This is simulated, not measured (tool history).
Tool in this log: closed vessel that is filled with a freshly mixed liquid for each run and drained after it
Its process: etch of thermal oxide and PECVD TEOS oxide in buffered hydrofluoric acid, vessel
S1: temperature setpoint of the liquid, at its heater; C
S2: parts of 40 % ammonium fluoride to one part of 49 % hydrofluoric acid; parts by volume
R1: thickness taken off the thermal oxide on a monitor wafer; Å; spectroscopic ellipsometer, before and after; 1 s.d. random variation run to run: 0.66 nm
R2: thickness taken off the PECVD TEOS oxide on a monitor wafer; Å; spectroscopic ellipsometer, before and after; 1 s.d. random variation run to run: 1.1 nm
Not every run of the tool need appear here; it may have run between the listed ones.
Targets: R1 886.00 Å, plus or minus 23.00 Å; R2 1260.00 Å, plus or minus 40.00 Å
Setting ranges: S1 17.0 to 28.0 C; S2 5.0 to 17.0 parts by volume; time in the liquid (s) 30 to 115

run 1 hour=0.0 | S1=20.0 S2=10.5 time_in_the_liquid_(s)=60 | R1=508.50 R2=721.84
run 2 hour=5.2 | S1=22.5 S2=10.0 time_in_the_liquid_(s)=60 | R1=614.30 R2=884.47
run 3 hour=11.1 | S1=22.5 S2=7.0 time_in_the_liquid_(s)=60 | R1=845.06 R2=1217.30
run 4 hour=16.8 | S1=21.0 S2=7.0 time_in_the_liquid_(s)=60 | R1=780.90 R2=1102.30
run 5 hour=18.1 | S1=21.0 S2=7.0 time_in_the_liquid_(s)=45 | R1=588.33 R2=834.30
run 6 hour=26.8 | S1=18.0 S2=7.0 time_in_the_liquid_(s)=45 | R1=499.68 R2=702.25
run 7 hour=27.8 | S1=21.0 S2=7.0 time_in_the_liquid_(s)=45 | R1=587.81 R2=833.67
run 8 hour=29.8 | S1=23.0 S2=7.0 time_in_the_liquid_(s)=45 | R1=654.98 R2=935.08
run 9 hour=35.9 | S1=24.5 S2=7.0 time_in_the_liquid_(s)=45 | R1=722.32 R2=1025.70

Consider the 4 candidate settings below. Which is the only one whose results all fall within their allowed miss of target?
run A hour=42.0 | S1=24.5 S2=5.0 time_in_the_liquid_(s)=40 | R1=? R2=?
run B hour=42.0 | S1=25.0 S2=7.0 time_in_the_liquid_(s)=50 | R1=? R2=?
run C hour=42.0 | S1=24.5 S2=9.5 time_in_the_liquid_(s)=75 | R1=? R2=?
run D hour=42.0 | S1=24.0 S2=6.5 time_in_the_liquid_(s)=50 | R1=? R2=?

move=A R1=848.48 R2=1234.70
move=B R1=817.25 R2=1189.30
move=C R1=878.67 R2=1278.60
move=D R1=825.51 R2=1201.30
A: moves toward the targets from the last run without getting all of them in spec
B: moves toward the targets from the last run without getting all of them in spec
C: every result lands within tolerance
D: moves toward the targets from the last run without getting all of them in spec
C is the move that brings every result within its allowed miss.

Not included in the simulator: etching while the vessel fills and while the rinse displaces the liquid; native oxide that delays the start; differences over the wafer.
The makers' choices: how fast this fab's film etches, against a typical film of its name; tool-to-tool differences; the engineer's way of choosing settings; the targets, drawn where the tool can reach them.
